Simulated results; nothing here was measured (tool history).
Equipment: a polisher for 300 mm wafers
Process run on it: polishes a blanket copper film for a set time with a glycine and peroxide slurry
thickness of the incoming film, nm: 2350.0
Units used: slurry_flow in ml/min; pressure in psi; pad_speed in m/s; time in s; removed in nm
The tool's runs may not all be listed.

{"run": 1, "day": 0.0, "slurry_flow": 145, "pressure": 3.1, "pad_speed": 1.2, "time": 37, "removed": 196.5}
{"run": 2, "day": 0.308, "slurry_flow": 145, "pressure": 3.1, "pad_speed": 1.34, "time": 37, "removed": 218.47}
{"run": 3, "day": 0.671, "slurry_flow": 145, "pressure": 2.9, "pad_speed": 1.32, "time": 37, "removed": 203.45}
{"run": 4, "day": 0.7, "slurry_flow": 180, "pressure": 2.9, "pad_speed": 1.32, "time": 37, "removed": 213.03}
{"run": 5, "day": 0.8, "slurry_flow": 180, "pressure": 2.7, "pad_speed": 1.3, "time": 37, "removed": 195.56}
{"day": 0.888, "done": "head pressure recalibrated"}
{"run": 6, "day": 0.888, "slurry_flow": 180, "pressure": 2.5, "pad_speed": 1.28, "time": 37, "removed": 190.42}

Run 7 is up next; what results do you expect?
{"run": 7, "day": 1.138, "slurry_flow": 180, "pressure": 2.4, "pad_speed": 1.24, "time": 37, "removed": "?"}

{"run 7": {"removed": 178.78}}
